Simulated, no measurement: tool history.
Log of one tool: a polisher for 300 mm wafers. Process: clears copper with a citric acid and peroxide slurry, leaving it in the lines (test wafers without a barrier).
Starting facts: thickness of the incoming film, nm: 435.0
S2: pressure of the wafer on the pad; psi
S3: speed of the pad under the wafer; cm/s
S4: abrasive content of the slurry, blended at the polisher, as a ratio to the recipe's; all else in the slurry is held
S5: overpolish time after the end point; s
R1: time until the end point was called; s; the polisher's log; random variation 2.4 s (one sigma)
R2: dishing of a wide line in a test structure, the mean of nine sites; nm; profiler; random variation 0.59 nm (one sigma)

Run 1, hour 0: flow of slurry (ml/min) 185, S2 4 psi, S3 130 cm/s, S4 1, S5 16 s. Result: R1 117.79 s, R2 25.84 nm.
Run 2, hour 6.1: flow of slurry (ml/min) 185, S2 4 psi, S3 150 cm/s, S4 1, S5 16 s. Result: R1 103.23 s, R2 27.308 nm.
Run 3, hour 10.4: flow of slurry (ml/min) 185, S2 3.6 psi, S3 148 cm/s, S4 1, S5 18 s. Result: R1 117.05 s, R2 27.831 nm.
Run 4, hour 12.4: flow of slurry (ml/min) 185, S2 3.3 psi, S3 148 cm/s, S4 1, S5 19 s. Result: R1 129.47 s, R2 26.647 nm.
Run 5, hour 16.1: flow of slurry (ml/min) 185, S2 3.2 psi, S3 148 cm/s, S4 1, S5 20 s. Result: R1 127.8 s, R2 26.172 nm.
Run 6, hour 23.1: flow of slurry (ml/min) 185, S2 3 psi, S3 146 cm/s, S4 1, S5 23 s. Result: R1 137.96 s, R2 27.406 nm.

Predict the results of run 7:
Run 7, hour 26.3: flow of slurry (ml/min) 185, S2 2.9 psi, S3 146 cm/s, S4 1, S5 24 s. Result: R1 ?, R2 ?.

Run 7 produced R1 138.78 s, R2 27.079 nm.

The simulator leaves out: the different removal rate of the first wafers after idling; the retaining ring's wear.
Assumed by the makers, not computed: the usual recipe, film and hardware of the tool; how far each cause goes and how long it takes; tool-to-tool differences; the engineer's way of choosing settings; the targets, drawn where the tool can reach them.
